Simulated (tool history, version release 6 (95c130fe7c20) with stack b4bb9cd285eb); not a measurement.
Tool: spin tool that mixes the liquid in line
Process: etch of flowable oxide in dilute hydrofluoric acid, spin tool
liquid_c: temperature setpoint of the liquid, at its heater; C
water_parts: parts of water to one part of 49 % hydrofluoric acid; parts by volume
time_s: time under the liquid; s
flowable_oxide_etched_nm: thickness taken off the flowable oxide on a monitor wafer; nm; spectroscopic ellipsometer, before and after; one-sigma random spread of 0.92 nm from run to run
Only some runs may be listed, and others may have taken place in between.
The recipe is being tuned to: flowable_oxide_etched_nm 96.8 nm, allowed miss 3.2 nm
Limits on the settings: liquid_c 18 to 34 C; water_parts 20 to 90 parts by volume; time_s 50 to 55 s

run 1 day=0 | liquid_c=26 water_parts=50 time_s=50 | flowable_oxide_etched_nm=40.963
run 2 day=0.229 | liquid_c=27 water_parts=45 time_s=50 | flowable_oxide_etched_nm=46.403
run 3 day=0.375 | liquid_c=28 water_parts=40 time_s=50 | flowable_oxide_etched_nm=55.879
run 4 day=0.521 | liquid_c=28 water_parts=40 time_s=55 | flowable_oxide_etched_nm=61.512
run 5 day=0.817 | liquid_c=28 water_parts=40 time_s=50 | flowable_oxide_etched_nm=55.668
run 6 day=0.85 | liquid_c=29 water_parts=40 time_s=50 | flowable_oxide_etched_nm=58.095
run 7 day=0.983 | liquid_c=30 water_parts=40 time_s=50 | flowable_oxide_etched_nm=59.892
run 8 day=1.071 | liquid_c=30.5 water_parts=40 time_s=50 | flowable_oxide_etched_nm=61.367
run 9 day=1.367 | liquid_c=31 water_parts=40 time_s=50 | flowable_oxide_etched_nm=62.291
run 10 day=1.683 | liquid_c=31.5 water_parts=40 time_s=50 | flowable_oxide_etched_nm=64.212
run 11 day=1.879 | liquid_c=32 water_parts=40 time_s=50 | flowable_oxide_etched_nm=65.616
run 12 day=2.192 | liquid_c=32.5 water_parts=40 time_s=50 | flowable_oxide_etched_nm=65.59
run 13 day=2.512 | liquid_c=34 water_parts=20 time_s=50 | flowable_oxide_etched_nm=145.3
run 14 day=2.875 | liquid_c=32.5 water_parts=20 time_s=50 | flowable_oxide_etched_nm=137.09
run 15 day=3.158 | liquid_c=31 water_parts=20 time_s=50 | flowable_oxide_etched_nm=128.45
run 16 day=3.367 | liquid_c=30 water_parts=20 time_s=50 | flowable_oxide_etched_nm=124.43
run 17 day=3.421 | liquid_c=29 water_parts=20 time_s=50 | flowable_oxide_etched_nm=120.34
run 18 day=3.475 | liquid_c=28 water_parts=20 time_s=50 | flowable_oxide_etched_nm=114.97

Which one of the following 5 next-run settings gets every result inside its allowed miss? There is exactly one.
run A day=3.529 | liquid_c=27 water_parts=25 time_s=50 | flowable_oxide_etched_nm=?
run B day=3.529 | liquid_c=28 water_parts=25 time_s=50 | flowable_oxide_etched_nm=?
run C day=3.529 | liquid_c=32 water_parts=30 time_s=50 | flowable_oxide_etched_nm=?
run D day=3.529 | liquid_c=27 water_parts=25 time_s=55 | flowable_oxide_etched_nm=?
run E day=3.529 | liquid_c=27.5 water_parts=25 time_s=50 | flowable_oxide_etched_nm=?

move=A flowable_oxide_etched_nm=86.82
move=B flowable_oxide_etched_nm=90.451
move=C flowable_oxide_etched_nm=87.801
move=D flowable_oxide_etched_nm=95.502
move=E flowable_oxide_etched_nm=88.62
A: takes the biggest miss from the last run beyond its target
B: takes the biggest miss from the last run beyond its target
C: takes the biggest miss from the last run beyond its target
D: each result inside its tolerance
E: takes the biggest miss from the last run beyond its target
The right move is D.
